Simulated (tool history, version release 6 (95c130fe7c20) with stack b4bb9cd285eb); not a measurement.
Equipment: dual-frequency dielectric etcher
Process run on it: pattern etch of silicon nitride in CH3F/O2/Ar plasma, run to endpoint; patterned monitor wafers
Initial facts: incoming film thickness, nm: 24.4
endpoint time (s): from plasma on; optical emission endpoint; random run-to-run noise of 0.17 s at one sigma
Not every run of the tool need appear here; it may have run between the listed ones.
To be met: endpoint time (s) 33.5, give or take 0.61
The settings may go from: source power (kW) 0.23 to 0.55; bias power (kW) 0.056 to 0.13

Run 1, hour 0: source power (kW) 0.39, bias power (kW) 0.093. Result: endpoint time (s) 28.75.
Run 2, hour 2.8: source power (kW) 0.45, bias power (kW) 0.093. Result: endpoint time (s) 27.798.
Run 3, hour 5.3: source power (kW) 0.52, bias power (kW) 0.093. Result: endpoint time (s) 26.271.
Run 4, hour 9.5: source power (kW) 0.49, bias power (kW) 0.093. Result: endpoint time (s) 26.777.
Run 5, hour 10.2: source power (kW) 0.49, bias power (kW) 0.082. Result: endpoint time (s) 28.355.
Run 6, hour 18.1: source power (kW) 0.44, bias power (kW) 0.08. Result: endpoint time (s) 29.565.
Run 7, hour 20.2: source power (kW) 0.44, bias power (kW) 0.08. Result: endpoint time (s) 29.145.
Run 8, hour 25.6: source power (kW) 0.4, bias power (kW) 0.077. Result: endpoint time (s) 30.841.
Run 9, hour 28.7: source power (kW) 0.38, bias power (kW) 0.076. Result: endpoint time (s) 31.33.
Run 10, hour 31.6: source power (kW) 0.38, bias power (kW) 0.076. Result: endpoint time (s) 31.642.
Run 11, hour 35: source power (kW) 0.36, bias power (kW) 0.075. Result: endpoint time (s) 31.954.
Run 12, hour 39.1: source power (kW) 0.35, bias power (kW) 0.074. Result: endpoint time (s) 32.681.
Run 13, hour 47: source power (kW) 0.34, bias power (kW) 0.074. Result: endpoint time (s) 32.86.

Which one of the following 4 next-run settings gets every result inside its allowed miss? There is exactly one.
Run A, hour 54.9: source power (kW) 0.34, bias power (kW) 0.079. Result: endpoint time (s) ?.
Run B, hour 54.9: source power (kW) 0.32, bias power (kW) 0.068. Result: endpoint time (s) ?.
Run C, hour 54.9: source power (kW) 0.36, bias power (kW) 0.066. Result: endpoint time (s) ?.
Run D, hour 54.9: source power (kW) 0.39, bias power (kW) 0.071. Result: endpoint time (s) ?.

move  endpoint time (s)
   A             32.045
   B             34.557
   C              33.78
   D             32.081
A: further off than the last run
B: takes the result that was furthest off past its target
C: every result lands within tolerance
D: further off than the last run
C is the move that brings every result within its allowed miss.

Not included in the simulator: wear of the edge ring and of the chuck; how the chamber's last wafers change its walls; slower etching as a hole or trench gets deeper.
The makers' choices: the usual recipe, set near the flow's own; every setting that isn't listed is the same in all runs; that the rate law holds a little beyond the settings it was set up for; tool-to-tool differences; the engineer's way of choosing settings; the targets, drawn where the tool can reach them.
